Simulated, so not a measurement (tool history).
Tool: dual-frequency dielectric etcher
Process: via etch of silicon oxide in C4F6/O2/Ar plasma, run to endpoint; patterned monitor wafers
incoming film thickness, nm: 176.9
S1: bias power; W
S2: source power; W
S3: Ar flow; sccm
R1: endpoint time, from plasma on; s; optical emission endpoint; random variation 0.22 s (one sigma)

run 1 day=0 | S1=574 S2=430 S3=296 | R1=34.116
run 2 day=0.196 | S1=589 S2=430 S3=295 | R1=33.959
run 3 day=0.35 | S1=589 S2=430 S3=343 | R1=34.151
run 4 day=0.567 | S1=605 S2=430 S3=343 | R1=33.899
run 5 day=0.846 | S1=605 S2=430 S3=319 | R1=33.914
run 6 day=0.896 | S1=605 S2=430 S3=291 | R1=33.229
run 7 day=1.225 | S1=616 S2=430 S3=291 | R1=33.279

Forecast run 8:
run 8 day=1.579 | S1=629 S2=430 S3=291 | R1=?

{"run 8": {"R1": 32.702}}
